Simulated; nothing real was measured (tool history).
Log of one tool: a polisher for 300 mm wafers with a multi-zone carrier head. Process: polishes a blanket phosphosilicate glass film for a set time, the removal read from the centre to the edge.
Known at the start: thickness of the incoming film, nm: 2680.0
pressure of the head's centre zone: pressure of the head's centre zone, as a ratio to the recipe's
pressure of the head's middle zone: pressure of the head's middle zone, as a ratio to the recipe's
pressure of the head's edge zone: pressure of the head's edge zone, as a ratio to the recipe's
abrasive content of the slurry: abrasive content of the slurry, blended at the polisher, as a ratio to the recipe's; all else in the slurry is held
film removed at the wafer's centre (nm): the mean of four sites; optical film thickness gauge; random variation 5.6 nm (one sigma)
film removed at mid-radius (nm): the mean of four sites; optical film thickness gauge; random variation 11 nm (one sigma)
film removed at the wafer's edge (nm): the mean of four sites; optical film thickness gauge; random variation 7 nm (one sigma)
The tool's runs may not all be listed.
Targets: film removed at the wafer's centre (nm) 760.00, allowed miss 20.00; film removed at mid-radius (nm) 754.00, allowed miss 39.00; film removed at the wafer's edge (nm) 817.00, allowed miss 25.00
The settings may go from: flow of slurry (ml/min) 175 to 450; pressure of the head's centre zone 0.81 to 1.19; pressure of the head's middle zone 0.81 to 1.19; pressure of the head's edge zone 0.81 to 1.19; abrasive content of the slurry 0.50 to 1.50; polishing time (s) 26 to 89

| run | hour | flow of slurry (ml/min) | pressure of the head's centre zone | pressure of the head's middle zone | pressure of the head's edge zone | abrasive content of the slurry | polishing time (s) | film removed at the wafer's centre (nm) | film removed at mid-radius (nm) | film removed at the wafer's edge (nm) |
|---|---|---|---|---|---|---|---|---|---|---|
| 1 | 0.0 | 290 | 1.00 | 1.00 | 1.00 | 1.00 | 57 | 584.44 | 576.80 | 587.66 |
| 2 | 0.9 | 290 | 1.00 | 1.00 | 1.00 | 1.00 | 65 | 664.69 | 681.40 | 677.02 |
| 3 | 4.1 | 290 | 0.94 | 1.00 | 1.00 | 1.00 | 65 | 624.81 | 642.71 | 670.01 |
| 4 | 8.0 | 290 | 0.94 | 1.00 | 1.00 | 1.10 | 65 | 655.58 | 697.18 | 709.73 |
| 5 | 8.6 | 290 | 0.94 | 0.96 | 1.00 | 1.10 | 65 | 654.42 | 687.24 | 709.33 |
| 6 | 11.0 | 290 | 0.94 | 0.96 | 1.00 | 0.90 | 65 | 590.25 | 603.74 | 638.78 |
| 7 | 13.5 | 305 | 1.03 | 0.99 | 1.10 | 1.15 | 66 | 739.85 | 702.19 | 760.53 |
| 8 | 20.7 | 305 | 1.03 | 1.00 | 1.11 | 1.15 | 66 | 739.90 | 717.21 | 780.60 |
| 9 | 26.8 | 305 | 1.03 | 1.01 | 1.12 | 1.15 | 66 | 752.51 | 715.12 | 775.57 |
| 10 | 32.3 | 305 | 1.02 | 1.02 | 1.13 | 1.15 | 66 | 747.38 | 712.53 | 781.78 |

4 next moves are on the table. One of them brings every result within its allowed miss. Which?
| A | 37.8 | 255 | 1.06 | 0.92 | 1.19 | 0.90 | 76 | ? | ? | ? |
| B | 37.8 | 290 | 1.02 | 1.03 | 1.17 | 1.20 | 67 | ? | ? | ? |
| C | 37.8 | 260 | 1.06 | 0.94 | 1.19 | 1.35 | 63 | ? | ? | ? |
| D | 37.8 | 345 | 1.04 | 1.12 | 1.09 | 1.30 | 60 | ? | ? | ? |

| move | film removed at the wafer's centre (nm) | film removed at mid-radius (nm) | film removed at the wafer's edge (nm) |
|---|---|---|---|
| A | 781.36 | 658.84 | 802.07 |
| B | 776.75 | 747.08 | 815.51 |
| C | 786.88 | 675.24 | 806.73 |
| D | 748.36 | 756.37 | 737.47 |
A: brings the result that was furthest off to its target, and leaves another outside
B: meets every target
C: brings the result that was furthest off to its target, and leaves another outside
D: further off than the last run
Move B is the one to make.
